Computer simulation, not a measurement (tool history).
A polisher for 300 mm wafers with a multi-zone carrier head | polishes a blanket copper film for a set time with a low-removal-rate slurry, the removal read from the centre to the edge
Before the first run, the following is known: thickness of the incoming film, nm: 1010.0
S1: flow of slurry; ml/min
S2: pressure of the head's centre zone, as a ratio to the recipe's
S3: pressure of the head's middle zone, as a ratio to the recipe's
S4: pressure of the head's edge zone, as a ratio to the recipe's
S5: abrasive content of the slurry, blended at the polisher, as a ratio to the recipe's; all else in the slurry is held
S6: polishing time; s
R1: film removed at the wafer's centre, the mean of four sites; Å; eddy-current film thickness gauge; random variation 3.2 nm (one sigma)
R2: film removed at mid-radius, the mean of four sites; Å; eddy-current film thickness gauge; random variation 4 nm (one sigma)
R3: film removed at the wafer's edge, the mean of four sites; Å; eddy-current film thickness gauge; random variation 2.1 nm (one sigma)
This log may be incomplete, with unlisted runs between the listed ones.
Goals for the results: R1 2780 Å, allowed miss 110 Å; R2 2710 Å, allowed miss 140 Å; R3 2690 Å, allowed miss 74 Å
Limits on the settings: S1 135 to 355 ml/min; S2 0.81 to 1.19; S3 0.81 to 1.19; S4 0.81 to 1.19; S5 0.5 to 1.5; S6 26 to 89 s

| run | hour | S1 | S2 | S3 | S4 | S5 | S6 | R1 | R2 | R3 |
|---|---|---|---|---|---|---|---|---|---|---|
| 1 | 0 | 225 | 1 | 1 | 1 | 1 | 57 | 2233.8 | 2313.1 | 2228.9 |
| 2 | 4.7 | 230 | 1.01 | 1.01 | 1.02 | 1.05 | 57 | 2280 | 2330.7 | 2270.6 |
| 3 | 6.6 | 230 | 1.01 | 1.01 | 1.02 | 1.05 | 45 | 1818.5 | 1843.7 | 1795 |
| 4 | 10 | 230 | 1.01 | 0.98 | 1.02 | 1.05 | 45 | 1815.3 | 1762.7 | 1781.1 |
| 5 | 11.8 | 235 | 1.02 | 0.99 | 1.03 | 1.1 | 47 | 1989.5 | 1895.2 | 1910.8 |
| 6 | 20.6 | 235 | 1.02 | 0.99 | 1.03 | 0.95 | 47 | 1901.3 | 1854.8 | 1818.7 |
| 7 | 28.4 | 235 | 1.03 | 1 | 1.04 | 1 | 48 | 1989.5 | 1917.4 | 1911.6 |
| 8 | 32.1 | 235 | 1.04 | 1.02 | 1.05 | 1.05 | 49 | 2026.2 | 2004.3 | 1986.6 |
| 9 | 37.8 | 240 | 1.06 | 1.04 | 1.06 | 1.1 | 50 | 2182.4 | 2082 | 2067.1 |
| 10 | 42.2 | 245 | 1.06 | 1.06 | 1.07 | 1.15 | 51 | 2183.9 | 2226.4 | 2125.2 |
| 11 | 46.9 | 245 | 1.07 | 1.06 | 1.08 | 1.2 | 52 | 2362.7 | 2258.7 | 2239.8 |
| 12 | 55 | 275 | 1.05 | 1.16 | 1.18 | 1.45 | 55 | 2581.3 | 2695.4 | 2574.5 |

Exercise: of the 4 proposed moves below, exactly one satisfies all targets within the stated allowed misses. Which move is it?
| A | 63.1 | 175 | 1.01 | 1.12 | 1.19 | 1.4 | 60 | ? | ? | ? |
| B | 63.1 | 320 | 1.04 | 1.14 | 1.19 | 1.2 | 55 | ? | ? | ? |
| C | 63.1 | 315 | 1.1 | 1.09 | 1.19 | 1.5 | 56 | ? | ? | ? |
| D | 63.1 | 285 | 1.18 | 1.19 | 1.13 | 1.45 | 59 | ? | ? | ? |

| move | R1 | R2 | R3 |
|---|---|---|---|
| A | 2497.1 | 2699.4 | 2696.7 |
| B | 2488.8 | 2629.5 | 2536.2 |
| C | 2811.2 | 2715.9 | 2720.6 |
| D | 3107.1 | 3018 | 2742.9 |
A: misses by more than the last run did
B: misses by more than the last run did
C: in spec on every target
D: pushes the last run's worst result past its target
Move C is the one to make.
